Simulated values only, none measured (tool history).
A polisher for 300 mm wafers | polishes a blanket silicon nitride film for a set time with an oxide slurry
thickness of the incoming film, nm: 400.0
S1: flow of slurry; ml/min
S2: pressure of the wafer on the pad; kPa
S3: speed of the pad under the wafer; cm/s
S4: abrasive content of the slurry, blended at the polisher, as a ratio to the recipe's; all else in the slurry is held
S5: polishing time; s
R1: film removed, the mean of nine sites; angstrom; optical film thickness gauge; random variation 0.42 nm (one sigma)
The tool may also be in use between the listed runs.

run	hour	S1	S2	S3	S4	S5	R1
1	0	265	19.3	142	1	51	316.59
2	4.4	265	19.3	142	1	47	285.03
3	6.1	265	19.3	108	1	47	234.3
4	10.8	265	24.1	108	1	47	286.75
5	13.9	265	24.8	108	1	47	296.39
6	20.3	265	24.8	108	1	47	294.19

The next listed run, before its measurement:
7	29.1	265	25.5	110	1	47	?

Run 7 gave R1 305.11 angstrom.
